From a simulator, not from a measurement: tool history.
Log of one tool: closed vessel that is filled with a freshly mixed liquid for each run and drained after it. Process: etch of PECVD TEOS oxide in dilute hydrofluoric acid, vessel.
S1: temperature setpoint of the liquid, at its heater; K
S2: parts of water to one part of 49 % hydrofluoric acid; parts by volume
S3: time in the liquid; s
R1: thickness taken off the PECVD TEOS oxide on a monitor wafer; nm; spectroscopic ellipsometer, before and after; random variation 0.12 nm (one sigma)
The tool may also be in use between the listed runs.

| run | hour | S1 | S2 | S3 | R1 |
|---|---|---|---|---|---|
| 1 | 0 | 295.15 | 295 | 130 | 6.3454 |
| 2 | 3.4 | 295.15 | 295 | 130 | 6.4454 |
| 3 | 5.6 | 295.15 | 295 | 130 | 6.3522 |
| 4 | 12.3 | 296.15 | 280 | 130 | 7.1247 |
| 5 | 15.4 | 297.15 | 265 | 130 | 7.9827 |
| 6 | 17 | 300.65 | 265 | 130 | 9.0285 |
| 7 | 26.3 | 301.15 | 255 | 130 | 9.556 |
| 8 | 28.2 | 301.65 | 245 | 130 | 10.344 |
| 9 | 36.1 | 301.65 | 240 | 130 | 10.437 |

The next listed run, before its measurement:
| 10 | 41.8 | 301.65 | 235 | 130 | ? |

Run 10 gave R1 10.905 nm.
